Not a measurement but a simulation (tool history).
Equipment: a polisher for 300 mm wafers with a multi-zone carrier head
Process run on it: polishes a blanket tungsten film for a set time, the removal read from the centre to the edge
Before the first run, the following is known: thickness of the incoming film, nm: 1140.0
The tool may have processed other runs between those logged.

run,day,flow of slurry (ml/min),pressure of the head's centre zone,pressure of the head's middle zone,pressure of the head's edge zone,abrasive content of the slurry,polishing time (s),film removed at the wafer's centre (Å),film removed at mid-radius (Å),film removed at the wafer's edge (Å)
1,0,260,1,1,1,1,37,1941.7,1963.1,1989.1
2,0.038,260,1.03,1,1,1,37,1980.8,1956.4,2002.6
3,0.346,260,1.04,1.02,1.01,1.05,37,2028.6,2015.9,2037.7
4,0.575,260,1.04,0.94,1.01,1.05,37,2017.4,1882.9,2044.1
5,0.929,260,0.96,0.94,1.01,1.05,37,1893.5,1906.2,2030.5
6,1.271,260,0.96,0.87,1.01,1.05,37,1887.5,1859.9,2084.4

What does the tool deliver on the next run?
7,1.392,265,0.96,0.89,1.01,1.1,37,?,?,?

Run 7 yielded film removed at the wafer's centre (Å) 1915.2, film removed at mid-radius (Å) 1833.3, film removed at the wafer's edge (Å) 2057.5.
